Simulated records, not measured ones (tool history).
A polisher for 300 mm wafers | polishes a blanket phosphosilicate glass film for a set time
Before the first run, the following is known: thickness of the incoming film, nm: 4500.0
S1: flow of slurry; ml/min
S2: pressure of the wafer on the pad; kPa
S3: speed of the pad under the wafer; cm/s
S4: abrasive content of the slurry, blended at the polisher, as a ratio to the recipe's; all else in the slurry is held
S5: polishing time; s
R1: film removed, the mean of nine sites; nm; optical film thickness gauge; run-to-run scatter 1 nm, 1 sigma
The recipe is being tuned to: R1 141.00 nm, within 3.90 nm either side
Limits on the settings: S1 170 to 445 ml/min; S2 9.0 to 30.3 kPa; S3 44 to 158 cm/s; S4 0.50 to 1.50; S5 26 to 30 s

run,hour,S1,S2,S3,S4,S5,R1
1,0.0,285,19.3,100,1.00,30,181.51
2,5.6,350,19.3,100,1.00,30,183.79
3,7.8,350,19.3,100,1.00,30,185.80
4,12.6,350,18.6,100,1.00,30,180.10
5,14.2,350,18.6,76,1.00,30,158.52
6,22.6,345,17.9,76,1.00,30,154.49
7,31.0,345,17.2,76,1.00,30,147.53
# hour 31.6: head pressure recalibrated
8,31.6,340,16.5,76,1.00,30,149.14

5 candidate next runs follow, results not yet known. Just one meets every target within its allowed miss. Identify it.
A,32.2,315,16.5,64,1.00,29,?
B,32.2,355,16.5,66,1.00,27,?
C,32.2,190,14.5,96,1.20,30,?
D,32.2,370,17.9,64,1.00,28,?
E,32.2,385,16.5,86,0.95,26,?

move,R1
A,134.35
B,127.94
C,150.13
D,140.85
E,135.47
A: takes the result that was furthest off past its target
B: takes the result that was furthest off past its target
C: further off than the last run
D: each result inside its tolerance
E: takes the result that was furthest off past its target
Move D is the one to make.
